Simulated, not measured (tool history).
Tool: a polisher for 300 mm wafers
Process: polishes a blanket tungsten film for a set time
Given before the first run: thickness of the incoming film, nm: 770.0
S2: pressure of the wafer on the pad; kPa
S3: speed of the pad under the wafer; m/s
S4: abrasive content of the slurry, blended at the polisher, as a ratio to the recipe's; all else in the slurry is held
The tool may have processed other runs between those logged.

Run 1, hour 0.0: flow of slurry (ml/min) 285, S2 15.9 kPa, S3 1.06 m/s, S4 1.0, polishing time (s) 63. Result: film removed (nm) 162.37.
Run 2, hour 8.6: flow of slurry (ml/min) 285, S2 15.9 kPa, S3 1.28 m/s, S4 1.0, polishing time (s) 63. Result: film removed (nm) 193.11.
Run 3, hour 9.3: flow of slurry (ml/min) 285, S2 16.5 kPa, S3 1.28 m/s, S4 1.0, polishing time (s) 63. Result: film removed (nm) 199.73.
Run 4, hour 13.6: flow of slurry (ml/min) 285, S2 17.2 kPa, S3 1.28 m/s, S4 1.0, polishing time (s) 63. Result: film removed (nm) 207.57.
Run 5, hour 22.1: flow of slurry (ml/min) 285, S2 15.2 kPa, S3 1.28 m/s, S4 1.0, polishing time (s) 63. Result: film removed (nm) 182.38.
Run 6, hour 29.7: flow of slurry (ml/min) 285, S2 15.2 kPa, S3 1.48 m/s, S4 1.0, polishing time (s) 63. Result: film removed (nm) 210.13.
Run 7, hour 33.7: flow of slurry (ml/min) 285, S2 15.9 kPa, S3 1.48 m/s, S4 1.0, polishing time (s) 63. Result: film removed (nm) 217.88.
Run 8, hour 41.5: flow of slurry (ml/min) 285, S2 16.5 kPa, S3 1.48 m/s, S4 1.0, polishing time (s) 63. Result: film removed (nm) 224.45.
Run 9, hour 45.8: flow of slurry (ml/min) 285, S2 17.2 kPa, S3 1.48 m/s, S4 1.0, polishing time (s) 63. Result: film removed (nm) 233.85.

Run 10 is up next; what results do you expect?
Run 10, hour 54.7: flow of slurry (ml/min) 285, S2 17.9 kPa, S3 1.48 m/s, S4 1.0, polishing time (s) 63. Result: film removed (nm) ?.

{"run 10": {"film removed (nm)": 236.05}}

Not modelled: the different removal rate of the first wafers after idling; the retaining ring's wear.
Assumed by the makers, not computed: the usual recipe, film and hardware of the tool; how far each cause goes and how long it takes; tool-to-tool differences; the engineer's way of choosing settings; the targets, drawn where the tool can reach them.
